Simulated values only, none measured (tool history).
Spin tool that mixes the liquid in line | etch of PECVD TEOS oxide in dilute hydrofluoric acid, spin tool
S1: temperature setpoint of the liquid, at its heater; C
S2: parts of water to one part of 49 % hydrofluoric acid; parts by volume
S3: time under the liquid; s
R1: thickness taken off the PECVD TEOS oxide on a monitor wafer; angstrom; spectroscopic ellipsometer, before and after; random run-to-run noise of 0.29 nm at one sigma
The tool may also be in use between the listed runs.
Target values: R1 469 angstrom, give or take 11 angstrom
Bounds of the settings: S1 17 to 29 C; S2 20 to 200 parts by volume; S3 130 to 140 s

run 1 day=0 | S1=21 S2=110 S3=130 | R1=171.13
run 2 day=0.088 | S1=21 S2=110 S3=140 | R1=184.35
run 3 day=0.262 | S1=21 S2=110 S3=140 | R1=185.32
run 4 day=0.633 | S1=23 S2=95 S3=140 | R1=237.64
run 5 day=0.888 | S1=26.5 S2=95 S3=140 | R1=272.41
-- day=0.996 hydrofluoric acid flow meter replaced
run 6 day=0.996 | S1=29 S2=95 S3=140 | R1=336.75
run 7 day=1.308 | S1=29 S2=85 S3=140 | R1=380.92
run 8 day=1.342 | S1=29 S2=80 S3=140 | R1=406.79
run 9 day=1.567 | S1=29 S2=75 S3=140 | R1=443.67

Consider the 4 candidate settings below. Which is the only one whose results all fall within their allowed miss of target?
run A day=1.792 | S1=29 S2=65 S3=135 | R1=?
run B day=1.792 | S1=26 S2=60 S3=140 | R1=?
run C day=1.792 | S1=25.5 S2=65 S3=140 | R1=?
run D day=1.792 | S1=28.5 S2=70 S3=140 | R1=?

move=A R1=499.65
move=B R1=502.02
move=C R1=451.11
move=D R1=468.44
A: carries the result that was furthest off beyond its target, to the other side
B: carries the result that was furthest off beyond its target, to the other side
C: closes in on the targets versus the last run, not all within tolerance yet
D: in spec on every target
D meets every target.
